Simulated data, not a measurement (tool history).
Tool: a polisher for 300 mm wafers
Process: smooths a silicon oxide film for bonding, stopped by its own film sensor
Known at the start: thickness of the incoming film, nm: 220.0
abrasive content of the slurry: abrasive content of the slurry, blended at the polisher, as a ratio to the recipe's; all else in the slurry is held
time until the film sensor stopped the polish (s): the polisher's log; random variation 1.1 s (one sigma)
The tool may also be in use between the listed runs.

run,day,flow of slurry (ml/min),pressure of the wafer on the pad (psi),speed of the pad under the wafer (m/s),abrasive content of the slurry,target thickness at which the film sensor stops the polish (angstrom),time until the film sensor stopped the polish (s)
1,0,305,2.5,1.1,1,1610,52.253
2,0.108,305,2.5,0.94,1,1610,58.189
3,0.396,305,2.5,0.94,1,1610,58.065
4,0.604,305,2.5,0.94,0.8,1610,66.083
5,0.725,305,2.5,0.94,0.8,1610,66.944
6,0.846,250,2.5,0.94,0.8,1610,68.215
7,1.004,250,2.4,0.94,0.8,1610,69.885

Forecast run 8:
8,1.142,250,2.3,0.94,0.8,1610,?

time until the film sensor stopped the polish (s): 71.619
